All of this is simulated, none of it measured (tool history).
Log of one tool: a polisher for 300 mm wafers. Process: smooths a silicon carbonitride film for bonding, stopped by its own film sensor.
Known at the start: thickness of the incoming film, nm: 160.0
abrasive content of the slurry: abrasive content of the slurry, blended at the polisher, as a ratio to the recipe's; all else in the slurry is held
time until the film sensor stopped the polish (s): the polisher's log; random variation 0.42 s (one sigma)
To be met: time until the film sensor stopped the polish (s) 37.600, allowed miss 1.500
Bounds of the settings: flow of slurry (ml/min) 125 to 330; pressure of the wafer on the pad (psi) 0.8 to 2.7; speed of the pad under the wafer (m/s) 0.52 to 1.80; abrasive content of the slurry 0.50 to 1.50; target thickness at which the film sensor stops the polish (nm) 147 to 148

| run | hour | flow of slurry (ml/min) | pressure of the wafer on the pad (psi) | speed of the pad under the wafer (m/s) | abrasive content of the slurry | target thickness at which the film sensor stops the polish (nm) | time until the film sensor stopped the polish (s) |
|---|---|---|---|---|---|---|---|
| 1 | 0.0 | 210 | 1.7 | 1.16 | 1.00 | 147 | 44.908 |
| 2 | 3.9 | 210 | 1.7 | 1.16 | 0.85 | 147 | 47.777 |
| 3 | 8.3 | 210 | 1.5 | 1.16 | 0.85 | 147 | 54.381 |
| 4 | 17.2 | 210 | 1.6 | 1.16 | 0.85 | 147 | 51.118 |
| 5 | 25.2 | 210 | 1.8 | 1.16 | 0.85 | 147 | 45.546 |
| 6 | 31.5 | 210 | 1.9 | 1.16 | 0.85 | 147 | 43.413 |
| 7 | 40.3 | 210 | 1.9 | 1.16 | 0.85 | 147 | 43.843 |
| 8 | 48.4 | 215 | 2.1 | 1.16 | 0.85 | 147 | 39.652 |

5 next moves are on the table. One of them brings every result within its allowed miss. Which?
| A | 56.5 | 200 | 2.2 | 0.92 | 1.00 | 147 | ? |
| B | 56.5 | 255 | 2.1 | 1.14 | 0.75 | 148 | ? |
| C | 56.5 | 190 | 2.0 | 1.28 | 0.60 | 148 | ? |
| D | 56.5 | 215 | 2.0 | 1.06 | 0.85 | 148 | ? |
| E | 56.5 | 190 | 2.2 | 0.92 | 1.05 | 147 | ? |

| move | time until the film sensor stopped the polish (s) |
|---|---|
| A | 42.132 |
| B | 38.537 |
| C | 42.557 |
| D | 40.926 |
| E | 41.497 |
A: further off than the last run
B: meets every target
C: further off than the last run
D: further off than the last run
E: further off than the last run
The right move is B.
